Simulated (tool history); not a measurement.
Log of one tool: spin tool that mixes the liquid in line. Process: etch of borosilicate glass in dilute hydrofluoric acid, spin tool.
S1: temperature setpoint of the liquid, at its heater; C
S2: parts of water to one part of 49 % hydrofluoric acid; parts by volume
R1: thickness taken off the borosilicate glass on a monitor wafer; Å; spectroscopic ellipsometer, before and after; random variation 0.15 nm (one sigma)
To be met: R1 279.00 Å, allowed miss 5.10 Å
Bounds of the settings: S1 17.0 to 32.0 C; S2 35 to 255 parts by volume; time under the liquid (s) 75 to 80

run 1 hour=0.0 | S1=24.0 S2=145 time_under_the_liquid_(s)=75 | R1=151.78
run 2 hour=2.4 | S1=24.0 S2=145 time_under_the_liquid_(s)=80 | R1=162.15
run 3 hour=4.8 | S1=26.5 S2=135 time_under_the_liquid_(s)=80 | R1=192.36
run 4 hour=8.9 | S1=28.0 S2=125 time_under_the_liquid_(s)=80 | R1=225.81
run 5 hour=11.8 | S1=28.0 S2=75 time_under_the_liquid_(s)=80 | R1=404.62
run 6 hour=19.7 | S1=25.0 S2=75 time_under_the_liquid_(s)=80 | R1=360.17
run 7 hour=20.8 | S1=22.5 S2=75 time_under_the_liquid_(s)=80 | R1=321.96
run 8 hour=28.4 | S1=21.5 S2=75 time_under_the_liquid_(s)=80 | R1=307.85

Which of these 4 next moves meets every target?
run A hour=36.0 | S1=17.0 S2=65 time_under_the_liquid_(s)=75 | R1=?
run B hour=36.0 | S1=22.0 S2=80 time_under_the_liquid_(s)=80 | R1=?
run C hour=36.0 | S1=21.5 S2=75 time_under_the_liquid_(s)=75 | R1=?
run D hour=36.0 | S1=24.0 S2=85 time_under_the_liquid_(s)=80 | R1=?

move=A R1=279.28
move=B R1=293.48
move=C R1=289.26
move=D R1=297.68
A: meets every target
B: nearer than the last run, and not there yet
C: nearer than the last run, and not there yet
D: nearer than the last run, and not there yet
Answer: A
